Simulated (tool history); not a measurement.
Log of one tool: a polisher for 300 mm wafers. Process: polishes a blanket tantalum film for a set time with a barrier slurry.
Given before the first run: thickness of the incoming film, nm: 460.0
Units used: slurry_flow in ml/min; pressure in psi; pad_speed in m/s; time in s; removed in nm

| run | hour | slurry_flow | pressure | pad_speed | slurry_solids | time | removed |
|---|---|---|---|---|---|---|---|
| 1 | 0 | 200 | 1.4 | 1.12 | 1 | 62 | 64.684 |
| 2 | 6.3 | 195 | 1.3 | 1.12 | 1 | 62 | 60.49 |
| 3 | 6.9 | 150 | 1.3 | 1.12 | 1 | 62 | 59.074 |
| 4 | 10.6 | 150 | 1.6 | 1.12 | 1 | 62 | 72.541 |
| 5 | 15 | 150 | 1.6 | 1.12 | 0.85 | 62 | 68.249 |
| 6 | 16.4 | 150 | 1.5 | 1.12 | 0.85 | 62 | 63.856 |

Run 7 is up next; what results do you expect?
| 7 | 23.7 | 150 | 1.4 | 1.12 | 0.85 | 62 | ? |

{"run 7": {"removed": 60.186}}
